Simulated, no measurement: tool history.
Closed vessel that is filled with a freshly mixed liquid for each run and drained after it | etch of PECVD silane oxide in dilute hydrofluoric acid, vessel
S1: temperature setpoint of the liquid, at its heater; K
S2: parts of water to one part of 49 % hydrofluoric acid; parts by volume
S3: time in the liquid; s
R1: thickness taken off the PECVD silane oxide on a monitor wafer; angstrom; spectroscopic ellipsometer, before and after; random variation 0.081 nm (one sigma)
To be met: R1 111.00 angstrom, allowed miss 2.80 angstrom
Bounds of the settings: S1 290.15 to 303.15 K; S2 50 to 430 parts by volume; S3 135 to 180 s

run  hour      S1   S2   S3      R1
  1   0.0  295.15  240  180  143.31
  2   6.6  293.65  245  180  129.16
  3  11.2  293.65  165  180  209.06
  4  15.6  292.65  190  180  170.98
  5  18.8  292.15  205  180  151.94
  6  26.4  292.15  155  180  212.62
  7  34.6  291.65  180  180  175.06
  8  38.9  291.15  200  180  150.93
  9  42.7  290.65  210  180  140.25
 10  46.1  290.65  220  180  134.84
 11  50.9  290.65  230  180  126.80
 12  52.2  290.65  235  180  122.36
 13  54.2  290.65  240  180  119.61
 14  58.6  290.65  245  180  114.97

4 next moves are on the table. One of them brings every result within its allowed miss. Which?
  A  63.0  291.65  225  165   ?
  B  63.0  290.65  235  155   ?
  C  63.0  290.15  240  180   ?
  D  63.0  290.15  220  155   ?

move      R1
   A  123.49
   B  105.83
   C  117.47
   D  112.25
A: further off than the last run
B: takes the result that was furthest off past its target
C: further off than the last run
D: meets every target
Move D is the one to make.
